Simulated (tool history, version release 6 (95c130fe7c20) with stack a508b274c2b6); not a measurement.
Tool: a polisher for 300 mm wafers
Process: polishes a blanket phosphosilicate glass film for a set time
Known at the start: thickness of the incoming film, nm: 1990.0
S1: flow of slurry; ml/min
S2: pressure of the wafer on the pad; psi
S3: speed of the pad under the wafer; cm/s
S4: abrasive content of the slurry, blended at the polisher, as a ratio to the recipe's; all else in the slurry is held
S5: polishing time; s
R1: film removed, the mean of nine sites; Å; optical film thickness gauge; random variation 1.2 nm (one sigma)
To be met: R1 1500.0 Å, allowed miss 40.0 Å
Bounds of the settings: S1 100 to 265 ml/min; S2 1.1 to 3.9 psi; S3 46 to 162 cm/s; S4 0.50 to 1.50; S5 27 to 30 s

run,hour,S1,S2,S3,S4,S5,R1
1,0.0,170,2.5,104,1.00,30,2007.2
2,7.3,200,2.5,104,1.00,30,2038.7
3,16.2,200,2.4,104,1.00,30,1987.8
4,20.3,200,2.4,124,1.00,30,2264.9
5,23.1,195,2.2,124,1.00,30,2087.2
6,27.2,190,2.1,124,1.00,30,2003.0
7,35.7,185,2.0,124,1.00,30,1897.9
8,39.8,135,1.5,124,1.00,30,1411.1
9,46.3,140,1.5,124,1.00,30,1432.3
10,52.1,145,1.5,124,1.00,30,1461.5
11,58.6,150,1.5,124,1.00,30,1443.9
12,65.6,155,1.5,124,1.00,30,1442.2

Which of these 4 next moves meets every target?
A,72.6,140,1.9,96,0.90,30,?
B,72.6,175,2.2,84,0.95,28,?
C,72.6,145,1.7,114,1.00,27,?
D,72.6,120,1.6,126,1.10,29,?

move,R1
A,1346.2
B,1371.9
C,1346.3
D,1504.1
A: further off than the last run
B: further off than the last run
C: further off than the last run
D: meets every target
Answer: D
